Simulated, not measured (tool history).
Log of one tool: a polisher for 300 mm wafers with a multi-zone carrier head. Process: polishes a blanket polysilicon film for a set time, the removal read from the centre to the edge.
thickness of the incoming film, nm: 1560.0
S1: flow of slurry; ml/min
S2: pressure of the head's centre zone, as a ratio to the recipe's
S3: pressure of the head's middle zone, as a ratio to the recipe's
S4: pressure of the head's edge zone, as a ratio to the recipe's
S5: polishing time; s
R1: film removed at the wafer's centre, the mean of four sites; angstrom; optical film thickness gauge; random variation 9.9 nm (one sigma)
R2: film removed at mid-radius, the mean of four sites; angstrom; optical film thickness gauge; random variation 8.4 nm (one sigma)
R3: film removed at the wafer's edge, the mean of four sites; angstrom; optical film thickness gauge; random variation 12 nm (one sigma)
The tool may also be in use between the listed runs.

Run 1, day 0: S1 250 ml/min, S2 1, S3 1, S4 1, S5 48 s. Result: R1 6315.2 angstrom, R2 6346.3 angstrom, R3 6357.1 angstrom.
Run 2, day 0.071: S1 250 ml/min, S2 1, S3 0.93, S4 1, S5 48 s. Result: R1 6329.8 angstrom, R2 5941.5 angstrom, R3 6414.3 angstrom.
Run 3, day 0.408: S1 250 ml/min, S2 1, S3 0.93, S4 1, S5 57 s. Result: R1 7514.7 angstrom, R2 6938.8 angstrom, R3 7307.7 angstrom.
Run 4, day 0.667: S1 250 ml/min, S2 1.08, S3 0.93, S4 1, S5 57 s. Result: R1 8279.7 angstrom, R2 7087.2 angstrom, R3 7614.4 angstrom.
Run 5, day 0.808: S1 250 ml/min, S2 1.05, S3 0.93, S4 1, S5 57 s. Result: R1 7943.9 angstrom, R2 7099.8 angstrom, R3 7351 angstrom.
Run 6, day 1.096: S1 260 ml/min, S2 1.01, S3 1.01, S4 1.04, S5 58 s. Result: R1 7721.2 angstrom, R2 7672.5 angstrom, R3 7826.1 angstrom.

Run 7 comes next. What will it give?
Run 7, day 1.388: S1 270 ml/min, S2 0.99, S3 1.06, S4 1.03, S5 59 s. Result: R1 ?, R2 ?, R3 ?.

{"run 7": {"R1": 7805.7, "R2": 8221.9, "R3": 7675.7}}
